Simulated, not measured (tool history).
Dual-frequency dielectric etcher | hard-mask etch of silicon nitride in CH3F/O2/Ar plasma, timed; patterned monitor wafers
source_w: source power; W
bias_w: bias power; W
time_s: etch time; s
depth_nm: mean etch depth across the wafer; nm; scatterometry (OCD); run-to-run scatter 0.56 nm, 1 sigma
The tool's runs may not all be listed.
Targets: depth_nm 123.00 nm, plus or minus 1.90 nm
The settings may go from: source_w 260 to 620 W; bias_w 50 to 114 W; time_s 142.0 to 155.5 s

run 1 hour=0.0 | source_w=440 bias_w=82 time_s=155.5 | depth_nm=113.71
run 2 hour=8.3 | source_w=450 bias_w=82 time_s=155.5 | depth_nm=113.48
run 3 hour=15.0 | source_w=450 bias_w=82 time_s=142.0 | depth_nm=103.86
run 4 hour=23.1 | source_w=470 bias_w=85 time_s=142.5 | depth_nm=107.65
run 5 hour=28.5 | source_w=470 bias_w=85 time_s=142.0 | depth_nm=107.83
run 6 hour=34.5 | source_w=470 bias_w=85 time_s=142.0 | depth_nm=108.48
run 7 hour=43.4 | source_w=560 bias_w=89 time_s=142.5 | depth_nm=119.63
run 8 hour=52.1 | source_w=580 bias_w=89 time_s=142.5 | depth_nm=120.48

Of the 4 settings listed for the next run, only one would bring every result within its allowed miss of target. Which one?
run A hour=60.8 | source_w=550 bias_w=85 time_s=147.0 | depth_nm=?
run B hour=60.8 | source_w=580 bias_w=84 time_s=148.0 | depth_nm=?
run C hour=60.8 | source_w=560 bias_w=87 time_s=142.0 | depth_nm=?
run D hour=60.8 | source_w=530 bias_w=87 time_s=145.0 | depth_nm=?

move=A depth_nm=119.30
move=B depth_nm=122.22
move=C depth_nm=117.38
move=D depth_nm=117.05
A: its largest miss is bigger than the last run's
B: all results land within tolerance of their targets
C: its largest miss is bigger than the last run's
D: its largest miss is bigger than the last run's
Go with B: it meets all targets.

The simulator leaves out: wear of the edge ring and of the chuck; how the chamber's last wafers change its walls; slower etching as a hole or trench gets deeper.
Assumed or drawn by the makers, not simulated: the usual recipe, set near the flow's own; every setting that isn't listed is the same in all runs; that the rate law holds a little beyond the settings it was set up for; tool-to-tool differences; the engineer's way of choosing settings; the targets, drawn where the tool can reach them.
